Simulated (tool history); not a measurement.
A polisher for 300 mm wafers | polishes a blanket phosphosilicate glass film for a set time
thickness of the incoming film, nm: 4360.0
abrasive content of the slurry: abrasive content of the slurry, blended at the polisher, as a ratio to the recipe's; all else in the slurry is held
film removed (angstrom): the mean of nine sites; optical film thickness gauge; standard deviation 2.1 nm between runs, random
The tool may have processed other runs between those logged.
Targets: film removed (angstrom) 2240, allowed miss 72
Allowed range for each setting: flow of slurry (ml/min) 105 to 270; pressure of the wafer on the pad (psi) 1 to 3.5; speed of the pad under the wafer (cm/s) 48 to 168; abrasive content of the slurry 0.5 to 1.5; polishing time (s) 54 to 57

run	day	flow of slurry (ml/min)	pressure of the wafer on the pad (psi)	speed of the pad under the wafer (cm/s)	abrasive content of the slurry	polishing time (s)	film removed (angstrom)
1	0	175	2.2	108	1	54	3269.9
2	0.062	175	2.2	108	1	57	3471.5
3	0.362	135	2.2	108	1	57	3326.5
4	0.5	135	2.2	108	1	54	3100
5	0.775	130	2.1	108	1	54	3006.3
6	0.846	130	1.9	108	1	54	2723.8
7	0.871	130	1.8	108	1	54	2655.2
8	0.962	130	1.8	108	1	54	2655.7
9	1.212	130	1.7	108	1	54	2518

5 candidate next runs follow, results not yet known. Just one meets every target within its allowed miss. Identify it.
A	1.462	180	1.3	106	1.05	54	?
B	1.462	105	2.2	66	1.05	55	?
C	1.462	135	1.6	86	0.95	55	?
D	1.462	150	1.3	96	1	54	?
E	1.462	135	1.6	124	0.95	55	?

move	film removed (angstrom)
A	2235.1
B	2071.5
C	2032.8
D	1961
E	2701.8
A: all results land within tolerance of their targets
B: moves the result that the last run missed by most past its target, out the other side
C: moves the result that the last run missed by most past its target, out the other side
D: moves the result that the last run missed by most past its target, out the other side
E: further off than the last run
Answer: A
